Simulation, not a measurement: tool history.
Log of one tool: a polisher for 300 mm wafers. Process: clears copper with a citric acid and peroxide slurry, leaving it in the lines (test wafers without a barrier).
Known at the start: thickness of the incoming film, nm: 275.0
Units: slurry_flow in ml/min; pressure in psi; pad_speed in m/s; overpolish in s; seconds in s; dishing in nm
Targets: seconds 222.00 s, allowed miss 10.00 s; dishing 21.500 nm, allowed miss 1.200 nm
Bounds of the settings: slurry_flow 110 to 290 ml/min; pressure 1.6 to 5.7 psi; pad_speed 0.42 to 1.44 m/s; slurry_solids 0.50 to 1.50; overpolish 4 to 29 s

{"run": 1, "hour": 0.0, "slurry_flow": 185, "pressure": 3.6, "pad_speed": 0.92, "slurry_solids": 1.0, "overpolish": 15, "seconds": 106.37, "dishing": 25.657}
{"run": 2, "hour": 5.6, "slurry_flow": 185, "pressure": 3.2, "pad_speed": 0.9, "slurry_solids": 1.0, "overpolish": 16, "seconds": 126.82, "dishing": 24.078}
{"run": 3, "hour": 6.6, "slurry_flow": 140, "pressure": 3.2, "pad_speed": 0.9, "slurry_solids": 1.0, "overpolish": 16, "seconds": 133.04, "dishing": 21.954}
{"run": 4, "hour": 13.0, "slurry_flow": 140, "pressure": 3.2, "pad_speed": 0.9, "slurry_solids": 1.15, "overpolish": 16, "seconds": 127.26, "dishing": 22.827}
{"run": 5, "hour": 17.4, "slurry_flow": 110, "pressure": 3.2, "pad_speed": 0.9, "slurry_solids": 1.15, "overpolish": 16, "seconds": 142.56, "dishing": 21.377}
{"run": 6, "hour": 21.2, "slurry_flow": 110, "pressure": 2.9, "pad_speed": 0.9, "slurry_solids": 1.15, "overpolish": 17, "seconds": 152.87, "dishing": 19.765}
{"run": 7, "hour": 22.1, "slurry_flow": 110, "pressure": 2.7, "pad_speed": 0.88, "slurry_solids": 1.15, "overpolish": 19, "seconds": 167.77, "dishing": 20.686}
{"run": 8, "hour": 29.2, "slurry_flow": 110, "pressure": 2.6, "pad_speed": 0.88, "slurry_solids": 1.15, "overpolish": 20, "seconds": 177.0, "dishing": 20.445}
{"run": 9, "hour": 31.9, "slurry_flow": 110, "pressure": 2.5, "pad_speed": 0.88, "slurry_solids": 1.15, "overpolish": 21, "seconds": 179.57, "dishing": 21.743}
{"run": 10, "hour": 37.9, "slurry_flow": 110, "pressure": 1.6, "pad_speed": 0.86, "slurry_solids": 1.15, "overpolish": 24, "seconds": 283.52, "dishing": 15.839}
{"run": 11, "hour": 39.7, "slurry_flow": 120, "pressure": 1.7, "pad_speed": 0.86, "slurry_solids": 1.15, "overpolish": 24, "seconds": 250.44, "dishing": 17.343}
{"run": 12, "hour": 48.6, "slurry_flow": 125, "pressure": 1.7, "pad_speed": 0.86, "slurry_solids": 1.15, "overpolish": 24, "seconds": 253.47, "dishing": 17.592}
{"hour": 50.3, "done": "slurry nozzle cleaned"}
{"run": 13, "hour": 50.3, "slurry_flow": 135, "pressure": 1.7, "pad_speed": 0.86, "slurry_solids": 1.15, "overpolish": 24, "seconds": 224.49, "dishing": 19.923}

Which of these 5 next moves meets every target?
{"run": "A", "hour": 52.0, "slurry_flow": 125, "pressure": 1.6, "pad_speed": 0.92, "slurry_solids": 1.15, "overpolish": 23, "seconds": "?", "dishing": "?"}
{"run": "B", "hour": 52.0, "slurry_flow": 145, "pressure": 1.8, "pad_speed": 0.76, "slurry_solids": 1.4, "overpolish": 26, "seconds": "?", "dishing": "?"}
{"run": "C", "hour": 52.0, "slurry_flow": 130, "pressure": 1.6, "pad_speed": 1.02, "slurry_solids": 1.05, "overpolish": 21, "seconds": "?", "dishing": "?"}
{"run": "D", "hour": 52.0, "slurry_flow": 145, "pressure": 1.9, "pad_speed": 0.76, "slurry_solids": 1.2, "overpolish": 21, "seconds": "?", "dishing": "?"}
{"run": "E", "hour": 52.0, "slurry_flow": 160, "pressure": 1.9, "pad_speed": 0.76, "slurry_solids": 1.05, "overpolish": 21, "seconds": "?", "dishing": "?"}

move=A seconds=216.41 dishing=18.404
move=B seconds=212.69 dishing=20.969
move=C seconds=199.39 dishing=18.247
move=D seconds=210.89 dishing=17.453
move=E seconds=214.67 dishing=17.172
A: further off than the last run
B: meets every target
C: further off than the last run
D: further off than the last run
E: further off than the last run
Answer: B

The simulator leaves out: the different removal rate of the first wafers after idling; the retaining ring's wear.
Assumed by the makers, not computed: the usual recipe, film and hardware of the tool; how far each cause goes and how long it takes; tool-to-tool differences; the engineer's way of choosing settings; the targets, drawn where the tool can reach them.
